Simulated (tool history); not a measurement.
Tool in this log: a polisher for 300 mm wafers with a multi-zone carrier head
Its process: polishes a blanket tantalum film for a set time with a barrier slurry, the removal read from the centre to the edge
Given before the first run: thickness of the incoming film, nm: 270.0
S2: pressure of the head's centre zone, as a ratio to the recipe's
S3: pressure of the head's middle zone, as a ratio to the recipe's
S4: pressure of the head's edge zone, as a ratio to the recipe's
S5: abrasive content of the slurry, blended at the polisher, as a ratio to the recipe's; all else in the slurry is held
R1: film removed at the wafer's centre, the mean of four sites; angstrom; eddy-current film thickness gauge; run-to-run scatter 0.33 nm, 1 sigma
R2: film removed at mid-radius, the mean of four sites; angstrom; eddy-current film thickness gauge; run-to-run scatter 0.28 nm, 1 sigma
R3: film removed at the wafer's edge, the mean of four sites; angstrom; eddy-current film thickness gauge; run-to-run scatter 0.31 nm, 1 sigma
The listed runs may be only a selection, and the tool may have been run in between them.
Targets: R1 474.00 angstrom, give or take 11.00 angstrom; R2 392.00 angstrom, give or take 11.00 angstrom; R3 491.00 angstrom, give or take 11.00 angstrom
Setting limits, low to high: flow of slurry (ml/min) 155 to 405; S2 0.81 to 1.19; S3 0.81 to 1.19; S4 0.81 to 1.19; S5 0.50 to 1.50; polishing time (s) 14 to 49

Run 1, day 0.000: flow of slurry (ml/min) 260, S2 1.00, S3 1.00, S4 1.00, S5 1.00, polishing time (s) 31. Result: R1 318.64 angstrom, R2 312.30 angstrom, R3 319.21 angstrom.
Run 2, day 0.308: flow of slurry (ml/min) 260, S2 1.00, S3 1.00, S4 1.00, S5 1.10, polishing time (s) 31. Result: R1 326.29 angstrom, R2 313.70 angstrom, R3 325.31 angstrom.
Run 3, day 0.667: flow of slurry (ml/min) 265, S2 1.01, S3 0.99, S4 1.04, S5 1.20, polishing time (s) 33. Result: R1 358.67 angstrom, R2 344.35 angstrom, R3 363.71 angstrom.
Run 4, day 0.708: flow of slurry (ml/min) 270, S2 1.03, S3 0.96, S4 1.07, S5 1.25, polishing time (s) 34. Result: R1 379.53 angstrom, R2 347.66 angstrom, R3 385.09 angstrom.
Run 5, day 0.912: flow of slurry (ml/min) 270, S2 1.03, S3 0.96, S4 1.07, S5 1.25, polishing time (s) 38. Result: R1 424.32 angstrom, R2 393.04 angstrom, R3 428.86 angstrom.
Run 6, day 1.283: flow of slurry (ml/min) 335, S2 1.03, S3 0.96, S4 1.07, S5 1.25, polishing time (s) 38. Result: R1 438.65 angstrom, R2 401.13 angstrom, R3 429.49 angstrom.
Run 7, day 1.371: flow of slurry (ml/min) 325, S2 1.04, S3 0.94, S4 1.09, S5 1.30, polishing time (s) 38. Result: R1 445.29 angstrom, R2 393.14 angstrom, R3 442.21 angstrom.
Run 8, day 1.483: flow of slurry (ml/min) 370, S2 1.06, S3 0.90, S4 1.19, S5 1.40, polishing time (s) 38. Result: R1 466.05 angstrom, R2 394.79 angstrom, R3 475.32 angstrom.
Run 9, day 1.588: flow of slurry (ml/min) 365, S2 1.06, S3 0.89, S4 1.19, S5 1.40, polishing time (s) 38. Result: R1 462.43 angstrom, R2 386.14 angstrom, R3 469.94 angstrom.
Run 10, day 1.662: flow of slurry (ml/min) 360, S2 1.06, S3 0.88, S4 1.19, S5 1.40, polishing time (s) 38. Result: R1 464.88 angstrom, R2 384.18 angstrom, R3 476.70 angstrom.
Run 11, day 1.821: flow of slurry (ml/min) 355, S2 1.06, S3 0.88, S4 1.19, S5 1.45, polishing time (s) 38. Result: R1 469.03 angstrom, R2 382.97 angstrom, R3 473.89 angstrom.
Run 12, day 2.100: flow of slurry (ml/min) 355, S2 1.05, S3 0.88, S4 1.19, S5 1.45, polishing time (s) 38. Result: R1 462.09 angstrom, R2 386.51 angstrom, R3 478.85 angstrom.

Next run, 4 choices. One meets every target within its allowed miss, the rest don't. Which?
Run A, day 2.379: flow of slurry (ml/min) 405, S2 1.14, S3 0.82, S4 1.14, S5 1.30, polishing time (s) 39. Result: R1 ?, R2 ?, R3 ?.
Run B, day 2.379: flow of slurry (ml/min) 405, S2 1.14, S3 0.91, S4 1.13, S5 1.05, polishing time (s) 40. Result: R1 ?, R2 ?, R3 ?.
Run C, day 2.379: flow of slurry (ml/min) 390, S2 1.09, S3 0.87, S4 1.16, S5 1.30, polishing time (s) 40. Result: R1 ?, R2 ?, R3 ?.
Run D, day 2.379: flow of slurry (ml/min) 335, S2 1.01, S3 0.83, S4 1.09, S5 1.45, polishing time (s) 41. Result: R1 ?, R2 ?, R3 ?.

move      R1      R2      R3
   A  508.05  369.75  472.53
   B  494.66  392.01  457.17
   C  496.68  397.06  487.62
   D  476.04  396.20  491.34
A: further off than the last run
B: further off than the last run
C: gets the furthest-off result to its target, but another result is out of tolerance
D: all results in spec
Move D is the one to make.

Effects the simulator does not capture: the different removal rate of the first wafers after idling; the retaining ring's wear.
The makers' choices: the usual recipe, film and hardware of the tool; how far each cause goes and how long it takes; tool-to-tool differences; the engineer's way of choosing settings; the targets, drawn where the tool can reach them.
